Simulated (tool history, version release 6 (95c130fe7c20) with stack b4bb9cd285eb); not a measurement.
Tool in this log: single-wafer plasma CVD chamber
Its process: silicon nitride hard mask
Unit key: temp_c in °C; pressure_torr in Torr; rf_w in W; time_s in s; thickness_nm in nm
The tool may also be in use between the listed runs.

run  hour  temp_c  pressure_torr  rf_w  time_s  thickness_nm
  1     0     410           1.87   300    21.1        27.743
  2   5.1     410           1.79   290    21.1        26.666
  3  12.4     404           1.79   290    21.1        26.548
  4  21.3     404           1.79   245    21.1        23.261
     22.2  -- thermocouple changed; heater temperature recalibrated
  5  22.2     404           1.94   245    21.1        23.995
  6  25.9     404           1.94   245    21.8        24.695
  7  28.4     404           1.86   245    21.8        24.347

Run 8 comes next. What will it give?
  8  34.3     404           1.79   245    21.8             ?

thickness_nm: 24.128 nm

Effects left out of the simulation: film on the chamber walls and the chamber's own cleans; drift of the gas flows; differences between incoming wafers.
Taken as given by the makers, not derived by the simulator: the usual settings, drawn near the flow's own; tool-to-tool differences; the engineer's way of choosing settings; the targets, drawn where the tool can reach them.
